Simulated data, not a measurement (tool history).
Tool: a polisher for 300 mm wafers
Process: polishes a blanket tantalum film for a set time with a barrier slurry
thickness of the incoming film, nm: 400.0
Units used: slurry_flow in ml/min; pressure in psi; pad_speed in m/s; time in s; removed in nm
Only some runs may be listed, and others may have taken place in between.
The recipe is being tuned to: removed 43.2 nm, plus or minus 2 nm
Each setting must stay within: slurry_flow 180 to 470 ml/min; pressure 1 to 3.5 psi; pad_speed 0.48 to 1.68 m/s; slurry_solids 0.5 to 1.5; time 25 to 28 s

run	hour	slurry_flow	pressure	pad_speed	slurry_solids	time	removed
1	0	300	2.2	1.08	1	28	51.537
2	2.9	300	2.2	1.28	1	28	56.579
3	11	225	2.2	1.28	1	28	56.494
4	19.4	225	2.1	1.28	1	28	53.256
5	22.4	225	2.5	1.28	1	28	64.136
6	28.2	225	2.5	1.28	1	28	62.186
7	29.6	225	2.3	1.26	1	28	57.752
8	30.2	225	2.2	1.26	1	28	54.247
9	36.8	225	2.1	1.26	1	28	53.639
10	41.9	225	2	1.26	1	28	49.12
11	43	225	1.9	1.26	1	28	48.602
12	47.3	225	1.8	1.26	1	28	45.599

Which single option among these 4 for the next run brings every result within its allowed miss of target? Just one does.
A	51.6	245	1.9	1.44	1.15	25	?
B	51.6	180	1.8	1.26	0.95	28	?
C	51.6	225	2	1.28	1.1	28	?
D	51.6	225	1.9	1.28	1	28	?

move	removed
A	49.202
B	43.017
C	52.149
D	48.149
A: moves away from the targets compared with the last run
B: in spec on every target
C: moves away from the targets compared with the last run
D: moves away from the targets compared with the last run
Go with B: it meets all targets.
